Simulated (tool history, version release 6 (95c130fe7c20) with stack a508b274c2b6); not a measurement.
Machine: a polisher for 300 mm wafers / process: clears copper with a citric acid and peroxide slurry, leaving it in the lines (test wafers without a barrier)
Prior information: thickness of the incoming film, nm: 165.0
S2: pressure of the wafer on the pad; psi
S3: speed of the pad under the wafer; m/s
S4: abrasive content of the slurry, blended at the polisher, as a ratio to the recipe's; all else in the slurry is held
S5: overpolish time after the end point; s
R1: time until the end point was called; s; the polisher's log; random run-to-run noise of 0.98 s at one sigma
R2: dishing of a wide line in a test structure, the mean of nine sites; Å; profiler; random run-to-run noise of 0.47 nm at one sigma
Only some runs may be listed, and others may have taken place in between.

Run 1, hour 0.0: flow of slurry (ml/min) 290, S2 2.3 psi, S3 1.28 m/s, S4 1.0, S5 17 s. Result: R1 67.441 s, R2 264.92 Å.
Run 2, hour 7.8: flow of slurry (ml/min) 290, S2 2.4 psi, S3 1.28 m/s, S4 1.0, S5 18 s. Result: R1 64.391 s, R2 281.91 Å.
Run 3, hour 13.6: flow of slurry (ml/min) 290, S2 2.4 psi, S3 1.28 m/s, S4 1.0, S5 13 s. Result: R1 64.157 s, R2 220.56 Å.
Run 4, hour 22.3: flow of slurry (ml/min) 290, S2 2.4 psi, S3 1.28 m/s, S4 1.2, S5 13 s. Result: R1 61.709 s, R2 225.50 Å.
Run 5, hour 28.6: flow of slurry (ml/min) 285, S2 2.5 psi, S3 1.28 m/s, S4 1.2, S5 15 s. Result: R1 59.878 s, R2 260.01 Å.
Run 6, hour 31.9: flow of slurry (ml/min) 315, S2 2.5 psi, S3 1.28 m/s, S4 1.2, S5 15 s. Result: R1 57.920 s, R2 270.97 Å.

Run 7 comes next. What will it give?
Run 7, hour 37.5: flow of slurry (ml/min) 330, S2 2.5 psi, S3 1.28 m/s, S4 1.2, S5 16 s. Result: R1 ?, R2 ?.

R1: 57.561 s
R2: 276.52 Å

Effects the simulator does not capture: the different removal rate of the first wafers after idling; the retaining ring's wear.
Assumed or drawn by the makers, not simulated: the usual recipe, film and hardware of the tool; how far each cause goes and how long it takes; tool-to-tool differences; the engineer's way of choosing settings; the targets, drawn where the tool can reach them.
